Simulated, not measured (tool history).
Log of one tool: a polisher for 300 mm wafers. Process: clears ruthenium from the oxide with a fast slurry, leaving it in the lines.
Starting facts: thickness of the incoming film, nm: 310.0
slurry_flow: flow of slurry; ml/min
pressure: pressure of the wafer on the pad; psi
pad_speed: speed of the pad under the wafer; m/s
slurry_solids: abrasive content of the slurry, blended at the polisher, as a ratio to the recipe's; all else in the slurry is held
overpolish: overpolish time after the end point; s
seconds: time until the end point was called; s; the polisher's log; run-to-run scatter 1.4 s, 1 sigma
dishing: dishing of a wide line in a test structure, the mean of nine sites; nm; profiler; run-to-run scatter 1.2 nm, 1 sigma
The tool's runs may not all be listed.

| run | hour | slurry_flow | pressure | pad_speed | slurry_solids | overpolish | seconds | dishing |
|---|---|---|---|---|---|---|---|---|
| 1 | 0 | 170 | 3.2 | 1.1 | 1 | 21 | 47.49 | 77.533 |
| 2 | 2.4 | 170 | 2.8 | 1.1 | 1 | 21 | 54.08 | 72.229 |
| 3 | 9.9 | 170 | 2.6 | 1.1 | 1 | 22 | 57.759 | 68.283 |
| 4 | 12.8 | 170 | 2.6 | 1.1 | 0.85 | 22 | 65.235 | 64.305 |
| 5 | 19.8 | 170 | 2.9 | 1.1 | 0.85 | 22 | 56.72 | 70.39 |
| 6 | 27.4 | 170 | 2.9 | 1.1 | 0.85 | 15 | 58.613 | 51.029 |
| 7 | 31.4 | 170 | 2.7 | 1.1 | 0.85 | 17 | 64.463 | 53.817 |
| 8 | 34.8 | 170 | 2.7 | 1.1 | 0.85 | 17 | 63.089 | 53.985 |
| 9 | 38 | 170 | 2.6 | 1.1 | 0.85 | 19 | 64.676 | 57.49 |
| 10 | 43.4 | 170 | 2.5 | 1.1 | 0.85 | 21 | 68.679 | 60.133 |
| 11 | 48.3 | 170 | 2.4 | 1.1 | 0.85 | 22 | 69.474 | 59.82 |
| 12 | 52 | 170 | 2.3 | 1.1 | 0.85 | 23 | 72.201 | 59.549 |

Predict the results of run 13:
| 13 | 60.2 | 170 | 2.2 | 1.1 | 0.85 | 24 | ? | ? |

Run 13 gave seconds 77.135 s, dishing 60.917 nm.
